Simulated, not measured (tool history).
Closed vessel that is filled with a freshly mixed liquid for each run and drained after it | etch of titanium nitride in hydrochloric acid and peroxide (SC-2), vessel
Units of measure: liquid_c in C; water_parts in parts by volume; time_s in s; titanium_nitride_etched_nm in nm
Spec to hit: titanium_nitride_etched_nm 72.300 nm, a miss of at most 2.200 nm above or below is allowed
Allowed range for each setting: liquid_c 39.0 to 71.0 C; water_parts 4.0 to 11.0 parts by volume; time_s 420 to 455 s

run  hour  liquid_c  water_parts  time_s  titanium_nitride_etched_nm
  1   0.0      55.0          6.0     420                      40.653
  2   8.8      55.0          6.0     420                      40.969
  3  16.0      61.0          6.0     420                      59.664
  4  18.2      61.5          6.0     420                      62.414
  5  25.0      62.0          6.0     420                      63.276
  6  34.2      62.0          7.5     420                      53.703
  7  40.5      62.5          7.5     420                      55.098
  8  49.6      63.0          7.5     420                      56.180
  9  58.7      63.5          7.5     420                      59.416
 10  63.2      64.0          7.5     420                      60.441
 11  64.7      64.5          7.5     420                      61.659
 12  66.5      65.0          7.5     420                      64.140

Exercise: of the 5 proposed moves below, exactly one satisfies all targets within the stated allowed misses. Which move is it?
  A  68.3      65.5          7.5     455                           ?
  B  68.3      62.0          5.5     420                           ?
  C  68.3      68.0          8.0     445                           ?
  D  68.3      65.0          6.5     450                           ?
  E  68.3      67.0          7.5     450                           ?

move  titanium_nitride_etched_nm
   A                      71.036
   B                      67.009
   C                      76.733
   D                      76.169
   E                      76.923
A: all results land within tolerance of their targets
B: closes in on the targets versus the last run, not all within tolerance yet
C: carries the result that was furthest off beyond its target, to the other side
D: carries the result that was furthest off beyond its target, to the other side
E: carries the result that was furthest off beyond its target, to the other side
The right move is A.
